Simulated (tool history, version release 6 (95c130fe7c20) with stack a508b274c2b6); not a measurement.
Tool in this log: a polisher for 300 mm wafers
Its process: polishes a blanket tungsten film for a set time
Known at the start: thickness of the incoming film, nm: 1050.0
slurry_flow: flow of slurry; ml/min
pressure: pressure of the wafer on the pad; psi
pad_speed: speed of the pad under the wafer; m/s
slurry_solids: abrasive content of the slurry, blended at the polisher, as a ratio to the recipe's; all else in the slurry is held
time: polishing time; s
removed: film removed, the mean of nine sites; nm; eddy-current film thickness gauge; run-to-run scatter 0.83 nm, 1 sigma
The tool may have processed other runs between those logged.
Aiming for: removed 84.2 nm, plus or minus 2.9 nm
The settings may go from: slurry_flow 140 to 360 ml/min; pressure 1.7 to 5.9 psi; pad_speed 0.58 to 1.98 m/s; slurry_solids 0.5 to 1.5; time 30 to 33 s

run  hour  slurry_flow  pressure  pad_speed  slurry_solids  time  removed
  1     0          230       3.8       1.28              1    33   236.34
  2   7.7          230       4.5       1.28              1    33   278.41
  3     9          230         4       1.28              1    33   248.93
  4    16          230         4       1.28              1    33   250.51
  5  17.8          230         4       1.28              1    33   249.47
  6  24.6          230       3.5       1.14              1    33   197.77
  7  32.5          230       3.1       1.04              1    33   158.58
  8  38.4          230       2.8       0.98              1    33   136.42
  9  43.7          230       2.6       0.94              1    33   121.21
 10  47.8          230       2.4       0.92              1    33   112.18
 11  49.9          230       2.3        0.9              1    33   104.04
 12  58.4          230       2.2        0.9              1    33   99.317
 13  60.4          225       1.7       0.86              1    33   75.248

Which of these 4 next moves meets every target?
  A  62.4          245       1.7       1.08           0.95    30        ?
  B  62.4          175       2.3       0.84           1.05    32        ?
  C  62.4          240       1.7       0.68           1.15    32        ?
  D  62.4          235       1.7       0.88            0.9    30        ?

move  removed
   A   83.368
   B   91.731
   C   60.955
   D   66.798
A: all results in spec
B: pushes the last run's worst result past its target
C: misses by more than the last run did
D: misses by more than the last run did
So the answer is move A, the one that meets all the targets.
